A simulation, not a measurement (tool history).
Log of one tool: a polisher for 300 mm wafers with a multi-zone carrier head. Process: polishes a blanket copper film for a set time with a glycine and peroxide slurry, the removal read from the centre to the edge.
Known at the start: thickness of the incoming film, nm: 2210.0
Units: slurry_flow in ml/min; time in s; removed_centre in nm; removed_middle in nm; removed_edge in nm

{"run": 1, "hour": 0.0, "slurry_flow": 135, "centre_zone": 1, "middle_zone": 1, "edge_zone": 1, "time": 42, "removed_centre": 161.39, "removed_middle": 163.88, "removed_edge": 158.14}
{"run": 2, "hour": 3.3, "slurry_flow": 135, "centre_zone": 1, "middle_zone": 1, "edge_zone": 0.92, "time": 42, "removed_centre": 162.45, "removed_middle": 160.18, "removed_edge": 152.21}
{"run": 3, "hour": 6.0, "slurry_flow": 135, "centre_zone": 1, "middle_zone": 1, "edge_zone": 0.92, "time": 38, "removed_centre": 143.61, "removed_middle": 144.65, "removed_edge": 135.99}
{"run": 4, "hour": 12.6, "slurry_flow": 135, "centre_zone": 1, "middle_zone": 1, "edge_zone": 0.97, "time": 38, "removed_centre": 139.3, "removed_middle": 145.18, "removed_edge": 140.62}
{"run": 5, "hour": 15.8, "slurry_flow": 135, "centre_zone": 1, "middle_zone": 1, "edge_zone": 0.93, "time": 38, "removed_centre": 143.78, "removed_middle": 142.56, "removed_edge": 140.62}
{"run": 6, "hour": 20.5, "slurry_flow": 135, "centre_zone": 1.06, "middle_zone": 1, "edge_zone": 0.93, "time": 38, "removed_centre": 156.77, "removed_middle": 142.83, "removed_edge": 139.25}

The next listed run, before its measurement:
{"run": 7, "hour": 22.8, "slurry_flow": 140, "centre_zone": 1.08, "middle_zone": 1.01, "edge_zone": 0.96, "time": 40, "removed_centre": "?", "removed_middle": "?", "removed_edge": "?"}

{"run 7": {"removed_centre": 162.53, "removed_middle": 155.46, "removed_edge": 149.53}}
